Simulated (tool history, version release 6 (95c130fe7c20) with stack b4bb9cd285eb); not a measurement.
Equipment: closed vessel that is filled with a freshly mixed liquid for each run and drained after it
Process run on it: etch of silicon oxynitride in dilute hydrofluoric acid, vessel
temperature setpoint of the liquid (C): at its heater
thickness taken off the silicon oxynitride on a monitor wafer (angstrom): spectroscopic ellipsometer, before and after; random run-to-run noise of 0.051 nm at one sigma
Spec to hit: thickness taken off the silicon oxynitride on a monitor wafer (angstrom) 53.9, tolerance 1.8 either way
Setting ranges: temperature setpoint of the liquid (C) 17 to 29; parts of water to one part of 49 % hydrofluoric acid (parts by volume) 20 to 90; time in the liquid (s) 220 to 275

run  hour  temperature setpoint of the liquid (C)  parts of water to one part of 49 % hydrofluoric acid (parts by volume)  time in the liquid (s)  thickness taken off the silicon oxynitride on a monitor wafer (angstrom)
  1     0                                      21                                                                      50                     275                                                                    83.909
  2   7.9                                    19.5                                                                      50                     275                                                                    76.684
  3  10.2                                      19                                                                      50                     275                                                                    75.859
  4  16.9                                    18.5                                                                      50                     275                                                                    73.725
  5  19.6                                      17                                                                      50                     275                                                                    68.567
  6  25.9                                      17                                                                      50                     275                                                                    67.302
  7  28.5                                      17                                                                      55                     275                                                                    61.275
  8  32.7                                      17                                                                      60                     275                                                                    56.321

5 candidate next runs follow, results not yet known. Just one meets every target within its allowed miss. Identify it.
  A  36.9                                      18                                                                      55                     245                                                                         ?
  B  36.9                                    17.5                                                                      55                     235                                                                         ?
  C  36.9                                    19.5                                                                      60                     245                                                                         ?
  D  36.9                                      17                                                                      50                     240                                                                         ?
  E  36.9                                    20.5                                                                      65                     265                                                                         ?

move  thickness taken off the silicon oxynitride on a monitor wafer (angstrom)
   A                                                                    57.797
   B                                                                    54.041
   C                                                                    56.965
   D                                                                    59.356
   E                                                                    59.573
A: moves away from the targets compared with the last run
B: in spec on every target
C: moves away from the targets compared with the last run
D: moves away from the targets compared with the last run
E: moves away from the targets compared with the last run
Answer: B
